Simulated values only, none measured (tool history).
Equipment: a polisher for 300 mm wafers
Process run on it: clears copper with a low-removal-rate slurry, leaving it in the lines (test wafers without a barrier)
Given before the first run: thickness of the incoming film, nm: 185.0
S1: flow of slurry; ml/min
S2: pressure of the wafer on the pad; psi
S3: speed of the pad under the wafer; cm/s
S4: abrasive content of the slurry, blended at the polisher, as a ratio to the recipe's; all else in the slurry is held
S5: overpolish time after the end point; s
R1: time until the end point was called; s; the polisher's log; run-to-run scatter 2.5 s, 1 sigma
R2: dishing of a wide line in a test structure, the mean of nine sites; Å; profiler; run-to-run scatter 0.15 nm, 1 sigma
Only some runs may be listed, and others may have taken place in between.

{"run": 1, "hour": 0.0, "S1": 220, "S2": 2.1, "S3": 94, "S4": 1.0, "S5": 18, "R1": 115.28, "R2": 196.84}
{"run": 2, "hour": 3.3, "S1": 220, "S2": 2.1, "S3": 94, "S4": 1.0, "S5": 14, "R1": 111.77, "R2": 156.24}
{"run": 3, "hour": 6.8, "S1": 220, "S2": 2.1, "S3": 74, "S4": 1.0, "S5": 14, "R1": 136.88, "R2": 136.11}
{"run": 4, "hour": 15.2, "S1": 225, "S2": 2.0, "S3": 72, "S4": 1.05, "S5": 12, "R1": 143.66, "R2": 108.82}
{"run": 5, "hour": 17.3, "S1": 225, "S2": 2.0, "S3": 72, "S4": 0.95, "S5": 12, "R1": 145.46, "R2": 113.61}
{"run": 6, "hour": 24.1, "S1": 225, "S2": 2.4, "S3": 72, "S4": 0.95, "S5": 12, "R1": 121.62, "R2": 131.1}
{"run": 7, "hour": 25.3, "S1": 235, "S2": 2.3, "S3": 70, "S4": 1.0, "S5": 10, "R1": 129.18, "R2": 109.8}
{"run": 8, "hour": 33.2, "S1": 295, "S2": 1.7, "S3": 70, "S4": 1.25, "S5": 5, "R1": 159.67, "R2": 46.398}
{"run": 9, "hour": 38.6, "S1": 280, "S2": 1.8, "S3": 70, "S4": 1.2, "S5": 5, "R1": 152.58, "R2": 51.228}
{"run": 10, "hour": 45.1, "S1": 260, "S2": 2.0, "S3": 68, "S4": 1.1, "S5": 11, "R1": 149.04, "R2": 102.86}
{"run": 11, "hour": 50.2, "S1": 260, "S2": 1.9, "S3": 70, "S4": 1.15, "S5": 10, "R1": 148.21, "R2": 96.87}
{"run": 12, "hour": 58.9, "S1": 260, "S2": 1.9, "S3": 74, "S4": 1.1, "S5": 10, "R1": 144.58, "R2": 95.871}
{"hour": 67.5, "done": "slurry nozzle cleaned"}
{"run": 13, "hour": 67.5, "S1": 250, "S2": 1.9, "S3": 74, "S4": 1.15, "S5": 10, "R1": 140.95, "R2": 102.56}

What will run 14 give?
{"run": 14, "hour": 68.3, "S1": 265, "S2": 1.9, "S3": 74, "S4": 1.15, "S5": 10, "R1": "?", "R2": "?"}

R1: 140.04 s
R2: 98.640 Å
